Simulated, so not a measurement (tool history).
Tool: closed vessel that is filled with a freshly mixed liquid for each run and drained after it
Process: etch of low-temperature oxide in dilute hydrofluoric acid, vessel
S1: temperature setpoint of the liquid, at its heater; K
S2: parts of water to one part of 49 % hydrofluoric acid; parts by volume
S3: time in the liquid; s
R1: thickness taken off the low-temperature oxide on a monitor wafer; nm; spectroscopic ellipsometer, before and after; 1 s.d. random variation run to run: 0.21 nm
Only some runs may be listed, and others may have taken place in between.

{"run": 1, "hour": 0.0, "S1": 299.15, "S2": 70, "S3": 30, "R1": 6.7924}
{"run": 2, "hour": 3.5, "S1": 299.15, "S2": 50, "S3": 30, "R1": 9.7169}
{"run": 3, "hour": 11.4, "S1": 299.15, "S2": 70, "S3": 30, "R1": 6.7737}
{"run": 4, "hour": 17.9, "S1": 300.65, "S2": 60, "S3": 30, "R1": 8.4713}
{"run": 5, "hour": 24.2, "S1": 302.15, "S2": 50, "S3": 30, "R1": 10.869}
{"run": 6, "hour": 32.1, "S1": 302.15, "S2": 50, "S3": 30, "R1": 11.182}
{"run": 7, "hour": 37.7, "S1": 302.15, "S2": 50, "S3": 30, "R1": 11.034}
{"run": 8, "hour": 43.9, "S1": 303.15, "S2": 45, "S3": 30, "R1": 12.932}
{"run": 9, "hour": 49.2, "S1": 304.15, "S2": 40, "S3": 30, "R1": 15.223}
{"run": 10, "hour": 51.0, "S1": 307.15, "S2": 25, "S3": 30, "R1": 28.128}
{"run": 11, "hour": 55.8, "S1": 306.65, "S2": 25, "S3": 30, "R1": 27.472}

Run 12 comes next. What will it give?
{"run": 12, "hour": 57.1, "S1": 306.15, "S2": 25, "S3": 30, "R1": "?"}

Run 12 produced R1 26.785 nm.
